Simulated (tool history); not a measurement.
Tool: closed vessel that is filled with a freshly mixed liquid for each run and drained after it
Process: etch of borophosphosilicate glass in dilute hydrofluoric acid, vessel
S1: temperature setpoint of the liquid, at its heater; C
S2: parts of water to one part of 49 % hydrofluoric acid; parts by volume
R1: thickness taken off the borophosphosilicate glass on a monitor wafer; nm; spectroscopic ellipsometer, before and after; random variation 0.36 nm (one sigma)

{"run": 1, "hour": 0.0, "S1": 22.0, "S2": 110, "time in the liquid (s)": 90, "R1": 26.27}
{"run": 2, "hour": 5.3, "S1": 24.5, "S2": 105, "time in the liquid (s)": 90, "R1": 30.432}
{"run": 3, "hour": 6.9, "S1": 26.0, "S2": 100, "time in the liquid (s)": 90, "R1": 34.568}
{"run": 4, "hour": 10.2, "S1": 27.0, "S2": 95, "time in the liquid (s)": 90, "R1": 37.778}
{"run": 5, "hour": 13.4, "S1": 27.0, "S2": 95, "time in the liquid (s)": 95, "R1": 40.27}
{"run": 6, "hour": 21.8, "S1": 27.0, "S2": 75, "time in the liquid (s)": 95, "R1": 52.566}
{"run": 7, "hour": 25.8, "S1": 25.5, "S2": 75, "time in the liquid (s)": 95, "R1": 48.724}

Run 8 comes next. What will it give?
{"run": 8, "hour": 32.8, "S1": 24.5, "S2": 75, "time in the liquid (s)": 95, "R1": "?"}

Run 8 gave R1 47.503 nm.
